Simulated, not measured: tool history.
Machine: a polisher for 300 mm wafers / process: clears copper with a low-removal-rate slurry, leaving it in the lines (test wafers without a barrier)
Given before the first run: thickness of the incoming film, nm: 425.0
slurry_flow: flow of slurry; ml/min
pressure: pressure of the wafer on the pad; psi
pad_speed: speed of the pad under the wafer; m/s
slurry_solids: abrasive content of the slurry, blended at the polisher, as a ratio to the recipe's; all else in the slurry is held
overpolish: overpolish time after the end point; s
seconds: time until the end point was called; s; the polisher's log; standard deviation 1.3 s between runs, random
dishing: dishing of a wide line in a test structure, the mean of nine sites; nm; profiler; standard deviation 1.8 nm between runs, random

Run 1, hour 0: slurry_flow 185 ml/min, pressure 2.9 psi, pad_speed 1.4 m/s, slurry_solids 1, overpolish 20 s. Result: seconds 107.63 s, dishing 48.794 nm.
Run 2, hour 1: slurry_flow 215 ml/min, pressure 2.9 psi, pad_speed 1.4 m/s, slurry_solids 1, overpolish 20 s. Result: seconds 102.73 s, dishing 49.147 nm.
Run 3, hour 8.3: slurry_flow 215 ml/min, pressure 2.9 psi, pad_speed 1.56 m/s, slurry_solids 1, overpolish 20 s. Result: seconds 101.62 s, dishing 50.746 nm.
Run 4, hour 16.6: slurry_flow 215 ml/min, pressure 2.9 psi, pad_speed 1.9 m/s, slurry_solids 1, overpolish 20 s. Result: seconds 84.785 s, dishing 54.105 nm.
Run 5, hour 17.3: slurry_flow 215 ml/min, pressure 2.9 psi, pad_speed 1.9 m/s, slurry_solids 1.15, overpolish 20 s. Result: seconds 81.988 s, dishing 59.382 nm.
Run 6, hour 22.9: slurry_flow 215 ml/min, pressure 2.9 psi, pad_speed 1.72 m/s, slurry_solids 1.15, overpolish 20 s. Result: seconds 88.505 s, dishing 58.555 nm.

Run 7, settings as shown, results not yet in. Your forecast:
Run 7, hour 29.1: slurry_flow 215 ml/min, pressure 3 psi, pad_speed 1.7 m/s, slurry_solids 1.2, overpolish 21 s. Result: seconds ?, dishing ?.

{"run 7": {"seconds": 83.508, "dishing": 59.115}}

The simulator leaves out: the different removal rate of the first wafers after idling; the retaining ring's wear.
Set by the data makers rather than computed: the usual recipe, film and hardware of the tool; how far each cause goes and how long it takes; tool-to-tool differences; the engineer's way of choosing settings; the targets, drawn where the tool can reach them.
